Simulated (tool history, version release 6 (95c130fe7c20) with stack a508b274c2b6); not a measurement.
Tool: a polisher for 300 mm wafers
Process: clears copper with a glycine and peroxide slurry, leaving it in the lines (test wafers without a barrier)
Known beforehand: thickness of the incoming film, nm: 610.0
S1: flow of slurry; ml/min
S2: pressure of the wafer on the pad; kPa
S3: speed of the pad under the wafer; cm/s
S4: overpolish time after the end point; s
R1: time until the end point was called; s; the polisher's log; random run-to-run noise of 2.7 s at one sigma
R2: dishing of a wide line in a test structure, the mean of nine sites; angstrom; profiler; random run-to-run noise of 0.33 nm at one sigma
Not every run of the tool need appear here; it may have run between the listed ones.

run,hour,S1,S2,S3,S4,R1,R2
1,0,275,14.5,126,16,120.06,474.59
2,3.5,275,14.5,156,16,103.27,547.63
3,12,300,14.5,138,14,114.44,469.38
4,16.8,275,14.5,128,12,119.88,374.41
5,24.2,255,14.5,120,11,122.06,348.82
6,25.2,255,14.5,100,11,148.44,303.57
7,30.3,200,10.3,136,5,155.77,137.32
8,36.9,200,10.3,138,5,150.29,140.18

Forecast run 9:
9,45.7,205,10.3,140,5,?,?

{"run 9": {"R1": 151.56, "R2": 149.37}}
